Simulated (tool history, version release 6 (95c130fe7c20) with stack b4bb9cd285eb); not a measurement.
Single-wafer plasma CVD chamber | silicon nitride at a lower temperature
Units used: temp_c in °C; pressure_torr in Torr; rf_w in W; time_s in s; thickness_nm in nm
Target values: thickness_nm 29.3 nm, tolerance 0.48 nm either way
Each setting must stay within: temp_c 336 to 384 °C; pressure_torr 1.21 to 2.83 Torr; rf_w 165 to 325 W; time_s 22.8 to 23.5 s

| run | hour | temp_c | pressure_torr | rf_w | time_s | thickness_nm |
|---|---|---|---|---|---|---|
| 1 | 0 | 360 | 2.02 | 245 | 22.8 | 23.615 |
| 2 | 7 | 360 | 2.02 | 210 | 22.8 | 21.346 |
| 3 | 14.9 | 360 | 2.29 | 210 | 22.8 | 22.091 |
| 4 | 22.8 | 360 | 2.43 | 235 | 22.9 | 24.455 |
| 5 | 27.5 | 360 | 2.43 | 205 | 22.9 | 22.17 |
| 6 | 32.4 | 370 | 2.43 | 205 | 22.9 | 22.139 |
| 7 | 40.8 | 370 | 2.53 | 230 | 23 | 24.348 |
| 8 | 42.1 | 370 | 2.82 | 270 | 23.2 | 28 |
| 9 | 48.7 | 370 | 2.82 | 275 | 23.2 | 28.385 |
| 10 | 53.3 | 370 | 2.82 | 280 | 23.2 | 28.704 |

Which of these 4 next moves meets every target?
| A | 57.9 | 372 | 2.72 | 275 | 23.2 | ? |
| B | 57.9 | 369 | 2.75 | 270 | 23 | ? |
| C | 57.9 | 370 | 2.8 | 280 | 23.5 | ? |
| D | 57.9 | 360 | 2.83 | 265 | 22.9 | ? |

| move | thickness_nm |
|---|---|
| A | 28.214 |
| B | 27.752 |
| C | 29.161 |
| D | 27.582 |
A: its largest miss is bigger than the last run's
B: its largest miss is bigger than the last run's
C: hits every target within its allowed miss
D: its largest miss is bigger than the last run's
The move that meets every target is C.
